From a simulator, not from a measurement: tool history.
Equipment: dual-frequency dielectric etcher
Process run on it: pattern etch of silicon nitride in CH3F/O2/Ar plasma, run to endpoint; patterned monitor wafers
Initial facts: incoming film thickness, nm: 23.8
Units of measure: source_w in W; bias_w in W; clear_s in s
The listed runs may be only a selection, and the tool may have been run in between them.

run  hour  source_w  bias_w  clear_s
  1     0       460      86   26.798
  2   8.2       460      94   25.918
  3  14.7       420      88    27.47
  4  16.7       420      79   28.908
  5  23.5       400      76   30.843
  6  26.2       460      76    29.05
  7  28.3       440      74   29.732
  8  30.8       420      73   31.096
  9  39.6       400      72   31.524
 10  42.3       390      71   32.928
 11  50.9       380      71   31.966
 12  51.5       320      53   42.097
 13  60.4       350      54   40.204
 14  64.5       350      54   40.751
 15  71.5       370      55   39.549
 16  74.9       390      56   37.563
 17  81.8       400      56   37.481

For run 18, what comes out?
 18    84       410      56        ?

{"run 18": {"clear_s": 36.938}}

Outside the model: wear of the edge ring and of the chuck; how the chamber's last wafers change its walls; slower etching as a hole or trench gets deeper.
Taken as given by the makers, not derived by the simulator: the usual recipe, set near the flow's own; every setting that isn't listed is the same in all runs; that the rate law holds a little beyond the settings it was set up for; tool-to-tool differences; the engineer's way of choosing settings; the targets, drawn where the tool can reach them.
